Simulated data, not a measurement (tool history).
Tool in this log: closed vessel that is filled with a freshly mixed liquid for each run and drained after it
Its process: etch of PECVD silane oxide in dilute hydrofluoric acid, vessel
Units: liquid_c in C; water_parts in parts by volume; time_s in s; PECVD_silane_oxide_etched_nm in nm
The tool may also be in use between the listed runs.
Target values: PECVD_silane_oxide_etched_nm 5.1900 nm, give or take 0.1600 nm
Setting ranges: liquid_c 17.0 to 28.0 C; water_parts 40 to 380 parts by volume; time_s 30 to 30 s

run	hour	liquid_c	water_parts	time_s	PECVD_silane_oxide_etched_nm
1	0.0	20.0	210	30	2.6501
2	1.3	20.0	145	30	4.0746
3	4.1	20.5	145	30	4.1532
4	6.4	23.0	145	30	4.5308
5	11.2	23.5	145	30	4.6468
6	14.7	23.5	145	30	4.6612
7	19.6	24.0	145	30	4.7905
8	28.7	24.0	145	30	4.7436
9	35.2	24.5	145	30	4.8967
10	43.1	25.0	145	30	5.0272

Exactly one of the 4 candidate moves below puts every result within its allowed miss. Which one?
A	51.0	27.5	140	30	?
B	51.0	26.0	145	30	?
C	51.0	21.0	115	30	?
D	51.0	22.0	120	30	?

move	PECVD_silane_oxide_etched_nm
A	5.6202
B	5.0991
C	5.4790
D	5.4345
A: takes the biggest miss from the last run beyond its target
B: in spec on every target
C: takes the biggest miss from the last run beyond its target
D: takes the biggest miss from the last run beyond its target
Correct choice: B, which meets every target

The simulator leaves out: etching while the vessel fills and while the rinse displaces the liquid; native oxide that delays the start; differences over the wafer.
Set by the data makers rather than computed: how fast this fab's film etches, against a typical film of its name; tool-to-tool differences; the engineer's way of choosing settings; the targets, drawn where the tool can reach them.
